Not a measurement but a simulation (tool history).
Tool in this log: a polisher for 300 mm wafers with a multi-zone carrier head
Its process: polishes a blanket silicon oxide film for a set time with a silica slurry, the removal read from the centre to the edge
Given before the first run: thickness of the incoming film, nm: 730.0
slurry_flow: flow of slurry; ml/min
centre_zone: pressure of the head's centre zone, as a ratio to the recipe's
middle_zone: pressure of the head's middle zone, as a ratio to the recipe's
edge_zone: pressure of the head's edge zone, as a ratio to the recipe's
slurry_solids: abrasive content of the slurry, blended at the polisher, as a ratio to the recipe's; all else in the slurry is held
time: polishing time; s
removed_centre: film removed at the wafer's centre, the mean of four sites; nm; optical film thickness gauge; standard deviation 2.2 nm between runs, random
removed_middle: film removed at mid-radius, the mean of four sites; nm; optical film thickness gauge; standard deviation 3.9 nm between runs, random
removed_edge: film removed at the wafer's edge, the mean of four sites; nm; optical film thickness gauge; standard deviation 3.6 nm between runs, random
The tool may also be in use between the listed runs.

| run | day | slurry_flow | centre_zone | middle_zone | edge_zone | slurry_solids | time | removed_centre | removed_middle | removed_edge |
|---|---|---|---|---|---|---|---|---|---|---|
| 1 | 0 | 310 | 1 | 1 | 1 | 1 | 72 | 229.69 | 228.93 | 237.71 |
| 2 | 0.225 | 310 | 1.02 | 1 | 1.02 | 1.05 | 72 | 243.31 | 240.26 | 241.82 |
| 3 | 0.583 | 310 | 1.02 | 1 | 1.1 | 1.05 | 72 | 239.47 | 240.02 | 252.74 |
| 4 | 0.833 | 310 | 1.03 | 0.98 | 1.11 | 1.1 | 72 | 248.76 | 236.34 | 264.63 |
| 5 | 1.2 | 315 | 1.05 | 0.98 | 1.12 | 1.15 | 72 | 258.78 | 243.59 | 264.72 |
| 6 | 1.388 | 315 | 1.1 | 0.98 | 1.12 | 1.15 | 72 | 273.56 | 237.86 | 264.38 |
| 7 | 1.517 | 315 | 1.1 | 0.98 | 1.13 | 1.2 | 72 | 276.59 | 246.58 | 274.09 |
| 8 | 1.671 | 320 | 1.11 | 0.98 | 1.14 | 1.2 | 72 | 279.15 | 249.46 | 274.75 |
| 9 | 1.967 | 320 | 1.11 | 0.98 | 1.14 | 1.2 | 72 | 282.75 | 249.99 | 267.65 |
| 10 | 2.004 | 315 | 1.11 | 0.97 | 1.15 | 1.25 | 72 | 285.42 | 247.44 | 274.09 |
| 11 | 2.104 | 320 | 1.11 | 0.96 | 1.16 | 1.25 | 72 | 284.64 | 242.48 | 278.58 |

Estimate the outcome of run 12 from the log above:
| 12 | 2.146 | 320 | 1.11 | 0.96 | 1.16 | 1.3 | 72 | ? | ? | ? |

{"run 12": {"removed_centre": 292.68, "removed_middle": 253.11, "removed_edge": 280.79}}
